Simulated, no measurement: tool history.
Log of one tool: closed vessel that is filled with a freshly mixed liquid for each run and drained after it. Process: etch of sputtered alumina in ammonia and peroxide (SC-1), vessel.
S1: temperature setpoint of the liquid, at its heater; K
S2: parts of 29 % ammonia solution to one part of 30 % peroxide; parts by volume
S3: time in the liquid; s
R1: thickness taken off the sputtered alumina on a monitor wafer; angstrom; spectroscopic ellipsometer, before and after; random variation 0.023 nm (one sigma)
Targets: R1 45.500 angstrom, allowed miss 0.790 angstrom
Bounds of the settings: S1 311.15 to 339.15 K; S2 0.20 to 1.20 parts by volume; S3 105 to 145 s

{"run": 1, "hour": 0.0, "S1": 323.15, "S2": 0.9, "S3": 145, "R1": 73.836}
{"run": 2, "hour": 8.9, "S1": 323.15, "S2": 1.05, "S3": 145, "R1": 75.012}
{"run": 3, "hour": 17.2, "S1": 320.65, "S2": 1.05, "S3": 145, "R1": 65.548}
{"run": 4, "hour": 18.5, "S1": 320.65, "S2": 1.2, "S3": 145, "R1": 66.372}
{"run": 5, "hour": 21.0, "S1": 325.15, "S2": 1.2, "S3": 145, "R1": 84.715}
{"run": 6, "hour": 26.0, "S1": 325.15, "S2": 1.2, "S3": 105, "R1": 61.682}
{"run": 7, "hour": 33.2, "S1": 323.15, "S2": 1.2, "S3": 105, "R1": 54.961}
{"run": 8, "hour": 38.9, "S1": 322.15, "S2": 1.2, "S3": 105, "R1": 52.467}
{"run": 9, "hour": 43.4, "S1": 321.65, "S2": 1.2, "S3": 105, "R1": 50.917}
{"hour": 52.6, "done": "ammonia flow meter replaced"}
{"run": 10, "hour": 52.6, "S1": 319.15, "S2": 1.2, "S3": 105, "R1": 43.986}

Which of these 4 next moves meets every target?
{"run": "A", "hour": 61.8, "S1": 319.65, "S2": 1.2, "S3": 110, "R1": "?"}
{"run": "B", "hour": 61.8, "S1": 316.65, "S2": 1.2, "S3": 125, "R1": "?"}
{"run": "C", "hour": 61.8, "S1": 319.65, "S2": 0.9, "S3": 115, "R1": "?"}
{"run": "D", "hour": 61.8, "S1": 318.15, "S2": 1.2, "S3": 120, "R1": "?"}

move=A R1=47.166
move=B R1=45.188
move=C R1=47.979
move=D R1=47.266
A: takes the result that was furthest off past its target
B: meets every target
C: takes the result that was furthest off past its target
D: takes the result that was furthest off past its target
Move B is the one to make.

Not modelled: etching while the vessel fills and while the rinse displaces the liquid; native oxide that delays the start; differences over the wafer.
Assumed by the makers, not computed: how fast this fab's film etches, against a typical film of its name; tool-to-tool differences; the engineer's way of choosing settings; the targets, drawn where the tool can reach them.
